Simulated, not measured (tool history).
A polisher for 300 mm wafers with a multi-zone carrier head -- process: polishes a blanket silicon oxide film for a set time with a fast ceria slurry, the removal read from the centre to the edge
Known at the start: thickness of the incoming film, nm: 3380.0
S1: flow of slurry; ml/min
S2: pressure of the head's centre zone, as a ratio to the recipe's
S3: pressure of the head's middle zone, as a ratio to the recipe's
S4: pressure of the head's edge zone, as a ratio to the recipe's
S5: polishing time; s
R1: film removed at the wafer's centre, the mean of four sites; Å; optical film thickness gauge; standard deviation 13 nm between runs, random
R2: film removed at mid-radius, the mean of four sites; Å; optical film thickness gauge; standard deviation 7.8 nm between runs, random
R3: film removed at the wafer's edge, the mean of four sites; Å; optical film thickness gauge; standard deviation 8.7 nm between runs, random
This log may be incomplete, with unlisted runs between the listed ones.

run 1 hour=0.0 | S1=295 S2=1.00 S3=1.00 S4=1.00 S5=77 | R1=10368 R2=10444 R3=10496
run 2 hour=8.8 | S1=300 S2=1.02 S3=0.99 S4=1.00 S5=77 | R1=10597 R2=10149 R3=10478
run 3 hour=13.8 | S1=300 S2=1.02 S3=0.90 S4=1.00 S5=77 | R1=10635 R2=9552 R3=10420
run 4 hour=21.2 | S1=300 S2=1.02 S3=0.90 S4=1.00 S5=88 | R1=12056 R2=10809 R3=11859
run 5 hour=25.4 | S1=300 S2=1.03 S3=0.90 S4=0.99 S5=88 | R1=12114 R2=10837 R3=12088
run 6 hour=33.2 | S1=305 S2=1.05 S3=0.91 S4=0.98 S5=87 | R1=12155 R2=10812 R3=11517
run 7 hour=35.5 | S1=305 S2=1.05 S3=0.91 S4=0.98 S5=87 | R1=12228 R2=10978 R3=11634

For run 8, what comes out?
run 8 hour=38.6 | S1=300 S2=1.06 S3=0.90 S4=0.97 S5=87 | R1=? R2=? R3=?

Run 8 gave R1 12515 Å, R2 10731 Å, R3 11700 Å.
